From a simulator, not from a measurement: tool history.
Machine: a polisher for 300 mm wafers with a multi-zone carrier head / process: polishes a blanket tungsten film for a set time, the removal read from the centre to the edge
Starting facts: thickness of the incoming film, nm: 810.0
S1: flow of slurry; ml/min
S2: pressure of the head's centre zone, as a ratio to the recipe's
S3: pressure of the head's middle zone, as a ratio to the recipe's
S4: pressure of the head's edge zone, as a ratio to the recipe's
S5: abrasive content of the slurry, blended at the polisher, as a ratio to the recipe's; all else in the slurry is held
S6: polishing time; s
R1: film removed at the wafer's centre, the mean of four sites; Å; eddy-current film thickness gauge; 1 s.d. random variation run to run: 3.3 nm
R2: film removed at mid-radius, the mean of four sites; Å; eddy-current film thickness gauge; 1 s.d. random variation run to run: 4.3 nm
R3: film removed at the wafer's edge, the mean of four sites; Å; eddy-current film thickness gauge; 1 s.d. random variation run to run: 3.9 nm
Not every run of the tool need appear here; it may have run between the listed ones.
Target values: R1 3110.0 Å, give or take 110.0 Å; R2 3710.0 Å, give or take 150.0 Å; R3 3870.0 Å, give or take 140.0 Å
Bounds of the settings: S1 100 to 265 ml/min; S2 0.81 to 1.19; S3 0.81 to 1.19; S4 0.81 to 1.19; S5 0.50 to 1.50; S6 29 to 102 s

run 1 hour=0.0 | S1=170 S2=1.00 S3=1.00 S4=1.00 S5=1.00 S6=65 | R1=3256.7 R2=3191.7 R3=3145.7
run 2 hour=0.6 | S1=170 S2=1.07 S3=1.00 S4=1.00 S5=1.00 S6=65 | R1=3473.2 R2=3283.2 R3=3207.9
run 3 hour=7.4 | S1=170 S2=1.07 S3=1.00 S4=1.00 S5=1.20 S6=65 | R1=3692.3 R2=3353.3 R3=3319.4
run 4 hour=10.4 | S1=155 S2=1.01 S3=1.02 S4=1.04 S5=1.25 S6=67 | R1=3580.1 R2=3575.4 R3=3422.4
run 5 hour=18.7 | S1=140 S2=0.96 S3=1.00 S4=1.08 S5=1.25 S6=69 | R1=3326.3 R2=3465.4 R3=3653.8
run 6 hour=20.2 | S1=140 S2=0.96 S3=1.00 S4=1.08 S5=1.15 S6=69 | R1=3309.2 R2=3454.2 R3=3551.3
run 7 hour=25.8 | S1=135 S2=0.94 S3=1.01 S4=1.10 S5=1.20 S6=69 | R1=3238.0 R2=3389.8 R3=3595.5
run 8 hour=34.3 | S1=150 S2=0.84 S3=1.11 S4=1.16 S5=1.35 S6=71 | R1=3114.3 R2=4058.3 R3=3989.0
run 9 hour=37.1 | S1=145 S2=0.85 S3=1.10 S4=1.16 S5=1.35 S6=71 | R1=3181.7 R2=4002.7 R3=3978.3

Which one of the following 5 next-run settings gets every result inside its allowed miss? There is exactly one.
run A hour=39.9 | S1=120 S2=0.88 S3=1.16 S4=1.10 S5=1.30 S6=78 | R1=? R2=? R3=?
run B hour=39.9 | S1=120 S2=0.84 S3=1.18 S4=1.15 S5=1.25 S6=77 | R1=? R2=? R3=?
run C hour=39.9 | S1=125 S2=0.87 S3=1.11 S4=1.16 S5=1.35 S6=75 | R1=? R2=? R3=?
run D hour=39.9 | S1=155 S2=0.84 S3=1.02 S4=1.14 S5=1.15 S6=72 | R1=? R2=? R3=?
run E hour=39.9 | S1=120 S2=0.89 S3=0.99 S4=1.19 S5=1.30 S6=69 | R1=? R2=? R3=?

move=A R1=3426.9 R2=4290.0 R3=4000.1
move=B R1=3198.0 R2=4258.2 R3=4000.6
move=C R1=3328.2 R2=4052.7 R3=4022.2
move=D R1=3140.7 R2=3664.2 R3=3820.6
move=E R1=3062.6 R2=3314.5 R3=3693.3
A: the biggest miss grows against the last run
B: the biggest miss grows against the last run
C: the biggest miss grows against the last run
D: meets every target
E: moves the result that the last run missed by most past its target, out the other side
Go with D: it meets all targets.
